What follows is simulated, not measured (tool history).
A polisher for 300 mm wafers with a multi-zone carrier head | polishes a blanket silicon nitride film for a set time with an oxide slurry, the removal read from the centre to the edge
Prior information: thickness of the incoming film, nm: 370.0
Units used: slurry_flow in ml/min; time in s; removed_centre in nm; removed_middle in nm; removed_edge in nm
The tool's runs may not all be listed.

| run | day | slurry_flow | centre_zone | middle_zone | edge_zone | slurry_solids | time | removed_centre | removed_middle | removed_edge |
|---|---|---|---|---|---|---|---|---|---|---|
| 1 | 0 | 195 | 1 | 1 | 1 | 1 | 52 | 29.702 | 30.023 | 29.282 |
| 2 | 0.158 | 195 | 1 | 1 | 0.97 | 1 | 52 | 29.922 | 30.066 | 28.421 |
| 3 | 0.479 | 195 | 0.93 | 1 | 0.97 | 1 | 52 | 27.961 | 29.46 | 28.596 |
| 4 | 0.671 | 145 | 0.93 | 1 | 0.97 | 1 | 52 | 26.671 | 28.76 | 28.324 |
| 5 | 0.958 | 145 | 0.93 | 1 | 0.92 | 1 | 52 | 26.991 | 28.747 | 27.529 |
| 6 | 1.054 | 115 | 0.93 | 1 | 0.92 | 1 | 52 | 25.649 | 27.852 | 26.751 |
| 7 | 1.258 | 120 | 0.93 | 0.94 | 0.93 | 0.85 | 48 | 22.604 | 23.425 | 23.195 |

The next listed run, before its measurement:
|  | 1.358 | slurry nozzle cleaned |
| 8 | 1.358 | 120 | 0.95 | 0.9 | 0.99 | 0.75 | 45 | ? | ? | ? |

Run 8 measured removed_centre 21.479 nm, removed_middle 20.915 nm, removed_edge 22.23 nm.
